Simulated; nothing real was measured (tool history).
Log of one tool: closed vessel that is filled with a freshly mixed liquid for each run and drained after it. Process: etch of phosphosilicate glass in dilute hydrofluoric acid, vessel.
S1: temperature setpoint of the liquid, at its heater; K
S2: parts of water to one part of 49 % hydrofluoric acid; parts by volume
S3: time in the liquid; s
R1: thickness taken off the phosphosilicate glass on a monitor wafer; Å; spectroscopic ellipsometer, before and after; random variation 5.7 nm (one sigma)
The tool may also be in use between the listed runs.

run  hour      S1  S2   S3      R1
  1   0.0  297.15  70  100  2642.2
  2   0.7  299.15  70  100  2903.3
  3   2.9  299.15  50  100  4123.8
  4   7.1  300.15  50  100  4337.9
  5  15.9  301.15  50  100  4509.1
  6  16.9  301.65  50  100  4626.7
  7  21.1  302.15  50  100  4623.3
  8  28.6  302.15  50  100  4610.2
  9  33.7  302.65  50  100  4743.4
 10  42.2  303.15  50  100  4781.2

The next listed run, before its measurement:
 11  44.2  303.15  50  100   ?

Run 11 gave R1 4776.5 Å.

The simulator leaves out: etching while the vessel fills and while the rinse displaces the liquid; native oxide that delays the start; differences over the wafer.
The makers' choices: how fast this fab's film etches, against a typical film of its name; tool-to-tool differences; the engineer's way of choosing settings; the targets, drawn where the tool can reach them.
